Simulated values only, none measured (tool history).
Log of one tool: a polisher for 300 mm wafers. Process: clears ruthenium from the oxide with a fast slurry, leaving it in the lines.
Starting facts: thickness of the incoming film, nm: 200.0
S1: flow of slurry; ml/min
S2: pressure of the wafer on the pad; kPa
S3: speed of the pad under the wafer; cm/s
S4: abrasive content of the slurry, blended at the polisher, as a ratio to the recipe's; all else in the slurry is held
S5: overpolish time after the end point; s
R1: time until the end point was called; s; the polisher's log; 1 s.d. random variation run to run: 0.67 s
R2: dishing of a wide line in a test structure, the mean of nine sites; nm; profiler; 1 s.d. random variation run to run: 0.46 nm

run,hour,S1,S2,S3,S4,S5,R1,R2
1,0,290,20.7,94,1,28,52.186,58.786
2,5.2,290,22.1,94,1,22,49.901,52.846
3,9.7,315,22.1,94,1,22,49.558,53.321
4,17.7,315,22.1,94,1.15,22,45.748,57.118
5,26.6,315,22.8,94,1.1,18,44.94,49.033
6,27.3,315,26.9,94,1.1,18,38.028,54.106
7,28.1,315,23.4,92,1.1,12,44.89,35.139

Predict the results of run 8:
8,32.5,325,23.4,92,1.1,13,?,?

R1: 44.071 s
R2: 38.36 nm

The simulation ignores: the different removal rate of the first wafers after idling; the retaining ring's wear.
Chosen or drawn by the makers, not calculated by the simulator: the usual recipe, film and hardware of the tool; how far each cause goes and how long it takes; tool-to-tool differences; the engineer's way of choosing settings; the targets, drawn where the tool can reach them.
